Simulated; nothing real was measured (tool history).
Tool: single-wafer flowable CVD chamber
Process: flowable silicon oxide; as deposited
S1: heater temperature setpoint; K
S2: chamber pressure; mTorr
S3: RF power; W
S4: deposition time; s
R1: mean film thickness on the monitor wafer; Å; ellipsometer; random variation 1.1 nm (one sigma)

| run | hour | S1 | S2 | S3 | S4 | R1 |
|---|---|---|---|---|---|---|
| 1 | 0 | 368.15 | 957 | 1895 | 568 | 5428 |
| 2 | 1.8 | 375.15 | 957 | 1895 | 568 | 4407.9 |
| 3 | 10.7 | 379.15 | 956 | 1895 | 568 | 3875.5 |
| 4 | 18.6 | 371.15 | 956 | 1895 | 568 | 4944.8 |
| 5 | 21.8 | 376.15 | 955 | 1895 | 568 | 4251.6 |
| 6 | 23.2 | 376.15 | 955 | 1895 | 568 | 4244.6 |

Run 7 comes next. What will it give?
| 7 | 29.5 | 380.15 | 955 | 1895 | 568 | ? |

{"run 7": {"R1": 3780.8}}
